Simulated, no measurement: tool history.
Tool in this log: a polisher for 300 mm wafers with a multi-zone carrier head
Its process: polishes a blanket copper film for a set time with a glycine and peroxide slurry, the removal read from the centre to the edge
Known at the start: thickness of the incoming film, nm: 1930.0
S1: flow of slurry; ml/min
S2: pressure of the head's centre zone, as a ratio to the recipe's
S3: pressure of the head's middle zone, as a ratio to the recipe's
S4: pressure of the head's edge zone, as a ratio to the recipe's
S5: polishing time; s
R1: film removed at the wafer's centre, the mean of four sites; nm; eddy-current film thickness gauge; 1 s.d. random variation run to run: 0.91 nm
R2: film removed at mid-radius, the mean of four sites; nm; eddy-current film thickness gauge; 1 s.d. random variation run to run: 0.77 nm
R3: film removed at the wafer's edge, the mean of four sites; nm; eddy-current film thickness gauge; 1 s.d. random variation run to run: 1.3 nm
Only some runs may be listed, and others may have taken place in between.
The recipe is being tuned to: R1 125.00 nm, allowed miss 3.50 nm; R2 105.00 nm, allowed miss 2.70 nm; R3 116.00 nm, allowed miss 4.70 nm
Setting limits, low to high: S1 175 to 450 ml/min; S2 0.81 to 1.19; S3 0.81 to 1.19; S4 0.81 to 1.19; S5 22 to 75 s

run,hour,S1,S2,S3,S4,S5,R1,R2,R3
1,0.0,290,1.00,1.00,1.00,48,195.89,188.90,189.22
2,8.9,290,1.00,1.00,1.00,36,147.03,143.43,141.62
3,11.1,290,1.00,1.07,1.00,36,146.35,150.80,141.95
4,19.3,350,1.00,1.07,1.00,36,149.92,156.01,146.43
5,25.5,350,1.00,1.07,1.00,29,121.51,125.60,113.42
6,33.5,345,1.01,1.03,1.02,29,121.80,120.20,118.31
7,37.1,345,1.02,1.01,1.02,29,123.79,117.64,118.53
8,40.4,345,1.03,0.99,1.02,29,124.39,115.99,116.98
9,42.5,345,1.04,0.97,1.02,29,126.58,114.60,117.72
10,47.0,345,1.04,0.95,1.02,29,125.81,110.98,116.07
11,52.7,345,1.04,0.94,1.02,29,124.79,110.62,116.17
12,56.2,345,1.04,0.93,1.02,29,126.43,110.07,116.83

Of the 4 settings listed for the next run, only one would bring every result within its allowed miss of target. Which one?
A,59.7,325,1.01,0.84,0.94,30,?,?,?
B,59.7,335,1.08,0.82,1.08,30,?,?,?
C,59.7,375,1.02,0.96,0.91,29,?,?,?
D,59.7,355,1.02,0.98,0.93,30,?,?,?

move,R1,R2,R3
A,125.47,103.58,114.51
B,134.64,101.79,122.79
C,124.33,113.28,109.93
D,127.98,118.68,114.44
A: every result within its allowed miss
B: moves the result that the last run missed by most past its target, out the other side
C: the biggest miss grows against the last run
D: the biggest miss grows against the last run
The right move is A.

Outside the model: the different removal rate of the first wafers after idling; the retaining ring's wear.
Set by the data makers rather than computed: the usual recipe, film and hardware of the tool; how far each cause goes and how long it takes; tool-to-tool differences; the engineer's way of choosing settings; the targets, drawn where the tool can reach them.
